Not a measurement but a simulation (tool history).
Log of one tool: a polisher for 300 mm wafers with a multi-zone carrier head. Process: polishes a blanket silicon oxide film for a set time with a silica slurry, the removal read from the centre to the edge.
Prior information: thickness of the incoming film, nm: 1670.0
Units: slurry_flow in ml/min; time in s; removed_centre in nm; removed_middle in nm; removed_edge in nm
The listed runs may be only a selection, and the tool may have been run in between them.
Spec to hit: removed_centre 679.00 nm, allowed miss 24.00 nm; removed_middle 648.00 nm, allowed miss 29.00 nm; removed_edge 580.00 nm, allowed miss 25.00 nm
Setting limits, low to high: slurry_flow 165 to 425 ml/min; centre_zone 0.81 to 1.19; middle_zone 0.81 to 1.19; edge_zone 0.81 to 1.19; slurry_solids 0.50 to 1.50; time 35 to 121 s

Run 1, hour 0.0: slurry_flow 275 ml/min, centre_zone 1.00, middle_zone 1.00, edge_zone 1.00, slurry_solids 1.00, time 78 s. Result: removed_centre 498.49 nm, removed_middle 518.82 nm, removed_edge 517.52 nm.
Run 2, hour 2.8: slurry_flow 275 ml/min, centre_zone 0.94, middle_zone 1.00, edge_zone 1.00, slurry_solids 1.00, time 78 s. Result: removed_centre 491.39 nm, removed_middle 514.15 nm, removed_edge 517.44 nm.
Run 3, hour 8.2: slurry_flow 335 ml/min, centre_zone 0.94, middle_zone 1.00, edge_zone 1.00, slurry_solids 1.00, time 78 s. Result: removed_centre 492.39 nm, removed_middle 529.28 nm, removed_edge 526.10 nm.
Run 4, hour 11.4: slurry_flow 335 ml/min, centre_zone 0.89, middle_zone 1.00, edge_zone 1.00, slurry_solids 1.00, time 78 s. Result: removed_centre 464.71 nm, removed_middle 525.77 nm, removed_edge 529.65 nm.
Run 5, hour 18.2: slurry_flow 335 ml/min, centre_zone 0.89, middle_zone 1.00, edge_zone 1.07, slurry_solids 1.00, time 78 s. Result: removed_centre 462.66 nm, removed_middle 524.94 nm, removed_edge 538.37 nm.
Run 6, hour 27.2: slurry_flow 360 ml/min, centre_zone 0.89, middle_zone 1.00, edge_zone 1.07, slurry_solids 1.00, time 78 s. Result: removed_centre 462.55 nm, removed_middle 518.59 nm, removed_edge 549.73 nm.
Run 7, hour 34.3: slurry_flow 355 ml/min, centre_zone 0.92, middle_zone 1.01, edge_zone 1.05, slurry_solids 1.05, time 78 s. Result: removed_centre 497.39 nm, removed_middle 531.78 nm, removed_edge 538.37 nm.
Run 8, hour 38.1: slurry_flow 355 ml/min, centre_zone 0.93, middle_zone 1.02, edge_zone 1.04, slurry_solids 1.10, time 79 s. Result: removed_centre 516.42 nm, removed_middle 551.57 nm, removed_edge 572.22 nm.
Run 9, hour 39.6: slurry_flow 355 ml/min, centre_zone 0.95, middle_zone 1.04, edge_zone 1.02, slurry_solids 1.10, time 79 s. Result: removed_centre 524.94 nm, removed_middle 575.72 nm, removed_edge 561.82 nm.
Run 10, hour 46.8: slurry_flow 375 ml/min, centre_zone 1.05, middle_zone 1.06, edge_zone 1.02, slurry_solids 1.20, time 79 s. Result: removed_centre 588.19 nm, removed_middle 599.67 nm, removed_edge 581.98 nm.
Run 11, hour 51.6: slurry_flow 375 ml/min, centre_zone 1.07, middle_zone 1.06, edge_zone 1.01, slurry_solids 1.20, time 79 s. Result: removed_centre 602.86 nm, removed_middle 606.62 nm, removed_edge 586.65 nm.

Of the 5 settings listed for the next run, only one would bring every result within its allowed miss of target. Which one?
Run A, hour 56.4: slurry_flow 425 ml/min, centre_zone 1.14, middle_zone 1.09, edge_zone 0.89, slurry_solids 1.00, time 81 s. Result: removed_centre ?, removed_middle ?, removed_edge ?.
Run B, hour 56.4: slurry_flow 420 ml/min, centre_zone 1.12, middle_zone 1.06, edge_zone 0.86, slurry_solids 1.00, time 90 s. Result: removed_centre ?, removed_middle ?, removed_edge ?.
Run C, hour 56.4: slurry_flow 410 ml/min, centre_zone 1.10, middle_zone 1.00, edge_zone 1.06, slurry_solids 1.35, time 76 s. Result: removed_centre ?, removed_middle ?, removed_edge ?.
Run D, hour 56.4: slurry_flow 350 ml/min, centre_zone 1.01, middle_zone 1.08, edge_zone 0.99, slurry_solids 1.35, time 82 s. Result: removed_centre ?, removed_middle ?, removed_edge ?.
Run E, hour 56.4: slurry_flow 395 ml/min, centre_zone 1.19, middle_zone 1.02, edge_zone 0.99, slurry_solids 1.45, time 82 s. Result: removed_centre ?, removed_middle ?, removed_edge ?.

move  removed_centre  removed_middle  removed_edge
   A          635.76          595.05        528.43
   B          694.34          645.17        578.82
   C          642.09          577.49        596.21
   D          633.28          657.67        617.65
   E          760.49          647.23        637.85
A: closer than the last run, but not yet in spec
B: hits every target within its allowed miss
C: closer than the last run, but not yet in spec
D: closer than the last run, but not yet in spec
E: moves the result that the last run missed by most past its target, out the other side
The right move is B.
